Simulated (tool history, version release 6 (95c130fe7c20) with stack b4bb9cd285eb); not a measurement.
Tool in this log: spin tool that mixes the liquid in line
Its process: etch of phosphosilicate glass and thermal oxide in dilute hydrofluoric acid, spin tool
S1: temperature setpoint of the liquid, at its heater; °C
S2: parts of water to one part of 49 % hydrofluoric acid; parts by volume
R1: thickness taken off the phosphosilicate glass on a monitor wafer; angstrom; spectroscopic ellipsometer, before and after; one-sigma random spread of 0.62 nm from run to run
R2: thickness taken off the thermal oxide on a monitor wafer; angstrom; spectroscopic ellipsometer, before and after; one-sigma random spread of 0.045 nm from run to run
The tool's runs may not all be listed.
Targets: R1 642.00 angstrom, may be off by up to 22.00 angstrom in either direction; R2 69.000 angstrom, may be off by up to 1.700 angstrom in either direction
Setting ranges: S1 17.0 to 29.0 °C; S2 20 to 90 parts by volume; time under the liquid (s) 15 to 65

run 1 hour=0.0 | S1=21.0 S2=50 time_under_the_liquid_(s)=35 | R1=347.17 R2=37.111
run 2 hour=4.9 | S1=21.0 S2=60 time_under_the_liquid_(s)=35 | R1=281.42 R2=30.305
run 3 hour=12.2 | S1=21.0 S2=45 time_under_the_liquid_(s)=35 | R1=386.92 R2=41.565
run 4 hour=17.8 | S1=18.5 S2=45 time_under_the_liquid_(s)=35 | R1=343.62 R2=37.069
run 5 hour=18.7 | S1=20.0 S2=45 time_under_the_liquid_(s)=35 | R1=364.22 R2=39.808
run 6 hour=27.0 | S1=20.0 S2=35 time_under_the_liquid_(s)=35 | R1=478.29 R2=51.409
run 7 hour=30.1 | S1=24.0 S2=35 time_under_the_liquid_(s)=35 | R1=568.97 R2=61.549
run 8 hour=35.1 | S1=24.5 S2=35 time_under_the_liquid_(s)=35 | R1=579.00 R2=61.427
run 9 hour=42.6 | S1=25.0 S2=35 time_under_the_liquid_(s)=35 | R1=600.26 R2=64.643
run 10 hour=46.4 | S1=26.0 S2=35 time_under_the_liquid_(s)=35 | R1=615.33 R2=65.993

Which single option among these 4 for the next run brings every result within its allowed miss of target? Just one does.
run A hour=50.2 | S1=29.0 S2=45 time_under_the_liquid_(s)=45 | R1=? R2=?
run B hour=50.2 | S1=24.5 S2=25 time_under_the_liquid_(s)=25 | R1=? R2=?
run C hour=50.2 | S1=24.0 S2=35 time_under_the_liquid_(s)=40 | R1=? R2=?
run D hour=50.2 | S1=24.5 S2=30 time_under_the_liquid_(s)=35 | R1=? R2=?

move=A R1=686.66 R2=73.716
move=B R1=588.19 R2=63.145
move=C R1=649.46 R2=69.722
move=D R1=681.55 R2=73.167
A: takes the biggest miss from the last run beyond its target
B: its largest miss is bigger than the last run's
C: every result within its allowed miss
D: takes the biggest miss from the last run beyond its target
Move C is the one to make.
